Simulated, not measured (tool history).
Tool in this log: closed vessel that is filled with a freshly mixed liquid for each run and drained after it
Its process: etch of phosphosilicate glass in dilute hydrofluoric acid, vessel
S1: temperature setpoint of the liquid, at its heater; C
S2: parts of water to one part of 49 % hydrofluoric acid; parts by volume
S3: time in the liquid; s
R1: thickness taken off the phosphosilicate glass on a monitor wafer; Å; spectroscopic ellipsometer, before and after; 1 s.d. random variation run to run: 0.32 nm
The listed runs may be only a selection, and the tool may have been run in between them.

run 1 hour=0 | S1=22 S2=165 S3=30 | R1=241.11
run 2 hour=8.3 | S1=18.5 S2=165 S3=30 | R1=209.1
run 3 hour=15.8 | S1=21.5 S2=165 S3=30 | R1=235.78
run 4 hour=17.4 | S1=23 S2=150 S3=30 | R1=280.35
run 5 hour=26.4 | S1=24.5 S2=150 S3=30 | R1=294.21
run 6 hour=29.6 | S1=22 S2=150 S3=30 | R1=268.04
run 7 hour=36.1 | S1=23.5 S2=135 S3=30 | R1=321.32
run 8 hour=37.6 | S1=27.5 S2=70 S3=30 | R1=787.04
run 9 hour=44.8 | S1=27.5 S2=70 S3=30 | R1=788.85
run 10 hour=45.9 | S1=27 S2=70 S3=30 | R1=771.86

What does the tool deliver on the next run?
run 11 hour=48.7 | S1=26.5 S2=70 S3=30 | R1=?

{"run 11": {"R1": 766.9}}
